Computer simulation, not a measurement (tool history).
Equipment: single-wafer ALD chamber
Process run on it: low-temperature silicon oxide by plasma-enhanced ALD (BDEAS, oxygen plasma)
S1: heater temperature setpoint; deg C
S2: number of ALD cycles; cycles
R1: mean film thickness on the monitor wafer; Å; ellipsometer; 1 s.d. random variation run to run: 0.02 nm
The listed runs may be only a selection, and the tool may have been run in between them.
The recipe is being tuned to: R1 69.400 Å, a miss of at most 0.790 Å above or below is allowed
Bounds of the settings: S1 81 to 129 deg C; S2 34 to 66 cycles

| run | day | S1 | S2 | R1 |
|---|---|---|---|---|
| 1 | 0.000 | 105 | 50 | 64.418 |
| 2 | 0.371 | 100 | 50 | 65.574 |
| 3 | 0.600 | 97 | 50 | 66.059 |
| 4 | 0.767 | 103 | 50 | 65.065 |
|  | 1.117 | thermocouple changed; heater temperature recalibrated |
| 5 | 1.117 | 100 | 50 | 64.962 |
| 6 | 1.450 | 98 | 51 | 66.695 |
| 7 | 1.721 | 96 | 51 | 67.278 |
| 8 | 2.075 | 94 | 51 | 67.350 |
| 9 | 2.150 | 92 | 51 | 67.999 |
| 10 | 2.517 | 92 | 51 | 68.277 |
| 11 | 2.700 | 91 | 51 | 68.387 |

Below are 5 possible settings for the next run. Only one of them brings all results inside the allowed miss of their targets. Which is it?
| A | 2.883 | 90 | 50 | ? |
| B | 2.883 | 96 | 54 | ? |
| C | 2.883 | 97 | 51 | ? |
| D | 2.883 | 105 | 54 | ? |
| E | 2.883 | 92 | 50 | ? |

| move | R1 |
|---|---|
| A | 67.464 |
| B | 71.413 |
| C | 67.218 |
| D | 69.879 |
| E | 67.017 |
A: the biggest miss grows against the last run
B: takes the biggest miss from the last run beyond its target
C: the biggest miss grows against the last run
D: every result lands within tolerance
E: the biggest miss grows against the last run
Correct choice: D, which meets every target
